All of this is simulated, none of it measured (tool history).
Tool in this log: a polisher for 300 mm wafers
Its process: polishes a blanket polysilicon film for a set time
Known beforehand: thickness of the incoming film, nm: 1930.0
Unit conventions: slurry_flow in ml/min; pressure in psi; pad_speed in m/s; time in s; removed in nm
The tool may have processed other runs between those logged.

| run | hour | slurry_flow | pressure | pad_speed | time | removed |
|---|---|---|---|---|---|---|
| 1 | 0.0 | 140 | 2.0 | 1.08 | 72 | 424.23 |
| 2 | 1.0 | 140 | 2.0 | 1.08 | 75 | 448.46 |
| 3 | 3.4 | 160 | 2.0 | 1.08 | 75 | 447.75 |
| 4 | 8.9 | 160 | 2.0 | 1.08 | 72 | 433.76 |
| 5 | 12.8 | 160 | 2.0 | 1.34 | 72 | 531.13 |
| 6 | 19.3 | 160 | 1.8 | 1.34 | 72 | 485.15 |

The next listed run, before its measurement:
| 7 | 25.4 | 160 | 1.6 | 1.34 | 72 | ? |

{"run 7": {"removed": 431.36}}

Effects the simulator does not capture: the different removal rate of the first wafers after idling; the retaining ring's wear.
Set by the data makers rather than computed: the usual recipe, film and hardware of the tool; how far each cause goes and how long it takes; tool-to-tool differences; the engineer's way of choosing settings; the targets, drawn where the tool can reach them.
